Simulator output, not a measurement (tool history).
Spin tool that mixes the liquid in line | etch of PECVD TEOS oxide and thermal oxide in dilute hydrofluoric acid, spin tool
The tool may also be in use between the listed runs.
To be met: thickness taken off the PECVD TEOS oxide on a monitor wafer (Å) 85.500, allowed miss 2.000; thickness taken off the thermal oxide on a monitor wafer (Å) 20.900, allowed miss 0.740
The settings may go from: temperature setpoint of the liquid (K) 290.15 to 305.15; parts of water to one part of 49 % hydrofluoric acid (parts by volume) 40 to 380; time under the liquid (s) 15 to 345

run	day	temperature setpoint of the liquid (K)	parts of water to one part of 49 % hydrofluoric acid (parts by volume)	time under the liquid (s)	thickness taken off the PECVD TEOS oxide on a monitor wafer (Å)	thickness taken off the thermal oxide on a monitor wafer (Å)
1	0.000	297.15	210	175	117.960	29.140
2	0.346	295.15	215	175	106.810	26.383
3	0.617	293.65	220	175	98.345	24.189
4	0.804	293.65	280	175	72.765	17.687
5	0.954	293.65	215	175	101.390	24.794
6	1.200	292.65	220	175	95.312	23.534
7	1.342	292.15	220	175	91.742	22.461
# day 1.496: hydrofluoric acid flow meter replaced
8	1.496	290.15	220	175	98.239	23.880

Which of these 4 next moves meets every target?
A	1.650	290.15	225	165	?	?
B	1.650	290.15	380	320	?	?
C	1.650	290.15	265	190	?	?
D	1.650	290.15	215	195	?	?

move	thickness taken off the PECVD TEOS oxide on a monitor wafer (Å)	thickness taken off the thermal oxide on a monitor wafer (Å)
A	90.138	21.823
B	90.935	22.016
C	85.094	20.602
D	112.490	27.234
A: nearer than the last run, and not there yet
B: nearer than the last run, and not there yet
C: meets every target
D: further off than the last run
Answer: C
